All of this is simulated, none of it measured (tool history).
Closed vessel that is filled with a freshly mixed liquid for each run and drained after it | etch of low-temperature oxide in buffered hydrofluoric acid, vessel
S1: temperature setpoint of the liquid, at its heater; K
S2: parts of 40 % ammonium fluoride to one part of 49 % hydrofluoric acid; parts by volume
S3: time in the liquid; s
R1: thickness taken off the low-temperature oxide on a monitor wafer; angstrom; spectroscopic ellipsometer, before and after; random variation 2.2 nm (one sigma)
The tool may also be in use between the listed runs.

run,hour,S1,S2,S3,R1
1,0,294.15,12,100,3081.4
2,3.3,293.65,12,100,3003.1
3,8.6,293.15,12,100,2920.2
4,13.7,295.15,12,100,3294.2
5,14.8,295.15,9,100,4207.7
6,22.8,293.65,9.5,100,3739
7,29.9,292.65,10,100,3406.3

The next listed run, before its measurement:
8,31,291.65,10.5,100,?

{"run 8": {"R1": 3062.3}}

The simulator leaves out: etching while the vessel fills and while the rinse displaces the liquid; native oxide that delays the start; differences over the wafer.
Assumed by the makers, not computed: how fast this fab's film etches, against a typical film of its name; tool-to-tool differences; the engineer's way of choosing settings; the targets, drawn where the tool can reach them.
